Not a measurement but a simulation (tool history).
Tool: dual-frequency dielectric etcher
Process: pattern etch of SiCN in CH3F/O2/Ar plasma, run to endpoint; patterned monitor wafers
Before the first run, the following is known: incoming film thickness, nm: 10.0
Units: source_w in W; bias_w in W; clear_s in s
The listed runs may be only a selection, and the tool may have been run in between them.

run	day	source_w	bias_w	clear_s
1	0	380	87	27.392
2	0.046	340	82	29.675
3	0.183	310	81	30.869
4	0.321	290	80	31.704
5	0.446	350	80	29.406
# day 0.704: source power generator calibrated
6	0.704	300	80	32.055

Estimate the outcome of run 7 from the log above:
7	1.079	290	80	?

{"run 7": {"clear_s": 32.326}}
